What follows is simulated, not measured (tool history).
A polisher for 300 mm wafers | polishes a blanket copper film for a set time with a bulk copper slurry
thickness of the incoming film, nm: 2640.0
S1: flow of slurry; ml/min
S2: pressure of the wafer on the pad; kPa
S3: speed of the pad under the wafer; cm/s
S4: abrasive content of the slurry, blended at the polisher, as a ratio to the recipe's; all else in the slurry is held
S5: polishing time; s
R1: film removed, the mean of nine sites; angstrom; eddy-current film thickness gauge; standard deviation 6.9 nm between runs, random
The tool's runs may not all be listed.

Run 1, hour 0.0: S1 245 ml/min, S2 22.1 kPa, S3 100 cm/s, S4 1.0, S5 44 s. Result: R1 4120.8 angstrom.
Run 2, hour 8.9: S1 210 ml/min, S2 22.1 kPa, S3 100 cm/s, S4 1.0, S5 44 s. Result: R1 3935.8 angstrom.
Run 3, hour 12.1: S1 210 ml/min, S2 22.1 kPa, S3 100 cm/s, S4 0.8, S5 44 s. Result: R1 3836.8 angstrom.
Run 4, hour 18.1: S1 210 ml/min, S2 24.8 kPa, S3 100 cm/s, S4 0.8, S5 44 s. Result: R1 4217.8 angstrom.
Run 5, hour 23.5: S1 215 ml/min, S2 25.5 kPa, S3 100 cm/s, S4 0.8, S5 44 s. Result: R1 4361.4 angstrom.
At hour 24.2: head pressure recalibrated.
Run 6, hour 24.2: S1 220 ml/min, S2 26.2 kPa, S3 100 cm/s, S4 0.8, S5 44 s. Result: R1 4183.0 angstrom.

Run 7 comes next. What will it give?
Run 7, hour 31.2: S1 220 ml/min, S2 27.6 kPa, S3 102 cm/s, S4 0.8, S5 44 s. Result: R1 ?.

Logged for run 7: R1 4428.0 angstrom.
